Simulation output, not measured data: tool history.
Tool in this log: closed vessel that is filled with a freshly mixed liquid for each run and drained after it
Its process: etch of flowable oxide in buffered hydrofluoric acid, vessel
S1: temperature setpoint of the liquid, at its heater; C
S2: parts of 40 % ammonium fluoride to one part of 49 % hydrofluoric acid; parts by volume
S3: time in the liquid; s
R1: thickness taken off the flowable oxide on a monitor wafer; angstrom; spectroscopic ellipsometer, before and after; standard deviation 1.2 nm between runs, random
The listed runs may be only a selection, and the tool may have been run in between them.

run    day    S1    S2  S3      R1
  1      0    24  18.5  90    1759
  2  0.258    27  18.5  90  2140.1
  3  0.446  23.5  18.5  90  1736.7
  4  0.683    25  18.5  90  1878.6
  5  0.854    23  18.5  90  1719.4
  6  1.204  21.5  18.5  90  1603.7

What will run 7 give?
  7  1.271  20.5  19  90   ?

{"run 7": {"R1": 1469.1}}
